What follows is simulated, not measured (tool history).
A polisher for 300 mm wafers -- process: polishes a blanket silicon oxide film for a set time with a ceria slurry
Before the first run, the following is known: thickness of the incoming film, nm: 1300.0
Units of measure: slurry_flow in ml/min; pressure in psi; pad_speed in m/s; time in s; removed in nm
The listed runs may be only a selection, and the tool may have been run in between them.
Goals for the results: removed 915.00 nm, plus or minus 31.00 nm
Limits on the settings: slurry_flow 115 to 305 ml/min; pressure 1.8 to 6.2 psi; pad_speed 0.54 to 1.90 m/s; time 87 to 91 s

{"run": 1, "hour": 0.0, "slurry_flow": 195, "pressure": 4.0, "pad_speed": 1.22, "time": 87, "removed": 557.99}
{"run": 2, "hour": 5.4, "slurry_flow": 195, "pressure": 4.0, "pad_speed": 1.22, "time": 87, "removed": 547.29}
{"run": 3, "hour": 13.6, "slurry_flow": 200, "pressure": 4.6, "pad_speed": 1.22, "time": 87, "removed": 631.46}
{"run": 4, "hour": 20.7, "slurry_flow": 200, "pressure": 5.1, "pad_speed": 1.22, "time": 87, "removed": 697.86}
{"run": 5, "hour": 27.1, "slurry_flow": 205, "pressure": 5.4, "pad_speed": 1.24, "time": 87, "removed": 756.95}
{"run": 6, "hour": 35.3, "slurry_flow": 205, "pressure": 5.0, "pad_speed": 1.24, "time": 87, "removed": 708.54}
{"run": 7, "hour": 43.5, "slurry_flow": 220, "pressure": 5.3, "pad_speed": 1.24, "time": 87, "removed": 750.05}
{"run": 8, "hour": 50.9, "slurry_flow": 220, "pressure": 5.6, "pad_speed": 1.24, "time": 87, "removed": 788.16}
{"run": 9, "hour": 53.8, "slurry_flow": 220, "pressure": 5.8, "pad_speed": 1.26, "time": 87, "removed": 823.33}
{"run": 10, "hour": 54.7, "slurry_flow": 220, "pressure": 5.9, "pad_speed": 1.28, "time": 87, "removed": 860.99}
{"run": 11, "hour": 56.1, "slurry_flow": 220, "pressure": 5.9, "pad_speed": 1.28, "time": 87, "removed": 861.15}

Which of these 4 next moves meets every target?
{"run": "A", "hour": 57.5, "slurry_flow": 230, "pressure": 6.1, "pad_speed": 1.44, "time": 89, "removed": "?"}
{"run": "B", "hour": 57.5, "slurry_flow": 155, "pressure": 5.4, "pad_speed": 1.64, "time": 91, "removed": "?"}
{"run": "C", "hour": 57.5, "slurry_flow": 160, "pressure": 5.4, "pad_speed": 1.48, "time": 91, "removed": "?"}
{"run": "D", "hour": 57.5, "slurry_flow": 220, "pressure": 5.3, "pad_speed": 1.32, "time": 87, "removed": "?"}

move=A removed=1037.80
move=B removed=1005.50
move=C removed=915.12
move=D removed=807.72
A: pushes the last run's worst result past its target
B: pushes the last run's worst result past its target
C: every result lands within tolerance
D: its largest miss is bigger than the last run's
Go with C: it meets all targets.

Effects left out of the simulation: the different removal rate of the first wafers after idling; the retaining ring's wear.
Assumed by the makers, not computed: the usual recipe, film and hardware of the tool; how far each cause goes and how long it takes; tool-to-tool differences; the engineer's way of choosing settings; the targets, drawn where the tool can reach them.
